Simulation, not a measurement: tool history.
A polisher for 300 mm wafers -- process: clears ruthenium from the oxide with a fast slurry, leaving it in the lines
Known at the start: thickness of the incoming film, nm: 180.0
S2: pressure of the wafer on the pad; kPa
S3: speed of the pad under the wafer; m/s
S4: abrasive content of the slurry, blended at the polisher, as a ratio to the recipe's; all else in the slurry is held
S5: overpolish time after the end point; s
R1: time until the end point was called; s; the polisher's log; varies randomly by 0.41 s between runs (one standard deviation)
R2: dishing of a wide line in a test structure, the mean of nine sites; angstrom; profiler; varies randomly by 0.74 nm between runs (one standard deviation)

run 1 day=0.000 | flow_of_slurry_(ml/min)=190 S2=21.4 S3=1.26 S4=1.0 S5=27 | R1=31.320 R2=605.52
run 2 day=0.025 | flow_of_slurry_(ml/min)=190 S2=20.7 S3=1.26 S4=1.0 S5=22 | R1=31.766 R2=529.74
run 3 day=0.400 | flow_of_slurry_(ml/min)=190 S2=17.2 S3=1.26 S4=1.0 S5=22 | R1=36.674 R2=517.24
run 4 day=0.575 | flow_of_slurry_(ml/min)=190 S2=17.9 S3=1.26 S4=1.0 S5=18 | R1=34.622 R2=452.67
run 5 day=0.812 | flow_of_slurry_(ml/min)=190 S2=17.9 S3=1.26 S4=1.0 S5=16 | R1=35.913 R2=443.89
run 6 day=0.842 | flow_of_slurry_(ml/min)=190 S2=17.9 S3=1.26 S4=1.0 S5=8 | R1=36.144 R2=275.98

Run 7, settings as shown, results not yet in. Your forecast:
run 7 day=1.021 | flow_of_slurry_(ml/min)=190 S2=17.9 S3=1.28 S4=1.0 S5=10 | R1=? R2=?

{"run 7": {"R1": 35.293, "R2": 327.87}}
